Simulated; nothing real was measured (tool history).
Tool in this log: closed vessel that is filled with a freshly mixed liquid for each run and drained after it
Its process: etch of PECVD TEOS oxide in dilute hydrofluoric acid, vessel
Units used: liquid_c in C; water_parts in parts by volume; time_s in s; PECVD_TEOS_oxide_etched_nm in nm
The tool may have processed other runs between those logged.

Run 1, hour 0.0: liquid_c 21.0 C, water_parts 65 parts by volume, time_s 30 s. Result: PECVD_TEOS_oxide_etched_nm 5.3122 nm.
Run 2, hour 4.3: liquid_c 22.5 C, water_parts 65 parts by volume, time_s 30 s. Result: PECVD_TEOS_oxide_etched_nm 5.5591 nm.
Run 3, hour 9.0: liquid_c 22.5 C, water_parts 65 parts by volume, time_s 30 s. Result: PECVD_TEOS_oxide_etched_nm 5.7109 nm.
Run 4, hour 12.3: liquid_c 20.0 C, water_parts 65 parts by volume, time_s 30 s. Result: PECVD_TEOS_oxide_etched_nm 5.0836 nm.
Run 5, hour 19.6: liquid_c 20.0 C, water_parts 75 parts by volume, time_s 30 s. Result: PECVD_TEOS_oxide_etched_nm 4.2742 nm.
Run 6, hour 22.1: liquid_c 21.5 C, water_parts 70 parts by volume, time_s 30 s. Result: PECVD_TEOS_oxide_etched_nm 5.0642 nm.
Run 7, hour 23.8: liquid_c 23.0 C, water_parts 70 parts by volume, time_s 30 s. Result: PECVD_TEOS_oxide_etched_nm 5.3209 nm.
Run 8, hour 26.8: liquid_c 24.0 C, water_parts 70 parts by volume, time_s 30 s. Result: PECVD_TEOS_oxide_etched_nm 5.5492 nm.
Run 9, hour 35.2: liquid_c 25.0 C, water_parts 70 parts by volume, time_s 30 s. Result: PECVD_TEOS_oxide_etched_nm 5.7403 nm.
Run 10, hour 37.0: liquid_c 25.5 C, water_parts 65 parts by volume, time_s 30 s. Result: PECVD_TEOS_oxide_etched_nm 6.2404 nm.
Run 11, hour 43.7: liquid_c 29.0 C, water_parts 50 parts by volume, time_s 30 s. Result: PECVD_TEOS_oxide_etched_nm 9.7193 nm.
Run 12, hour 51.2: liquid_c 28.5 C, water_parts 50 parts by volume, time_s 30 s. Result: PECVD_TEOS_oxide_etched_nm 9.5297 nm.
Run 13, hour 53.0: liquid_c 28.0 C, water_parts 50 parts by volume, time_s 30 s. Result: PECVD_TEOS_oxide_etched_nm 9.3324 nm.
Run 14, hour 61.8: liquid_c 27.5 C, water_parts 50 parts by volume, time_s 30 s. Result: PECVD_TEOS_oxide_etched_nm 9.2678 nm.

Estimate the outcome of run 15 from the log above:
Run 15, hour 65.7: liquid_c 27.0 C, water_parts 50 parts by volume, time_s 30 s. Result: PECVD_TEOS_oxide_etched_nm ?.

Run 15 produced PECVD_TEOS_oxide_etched_nm 8.9929 nm.
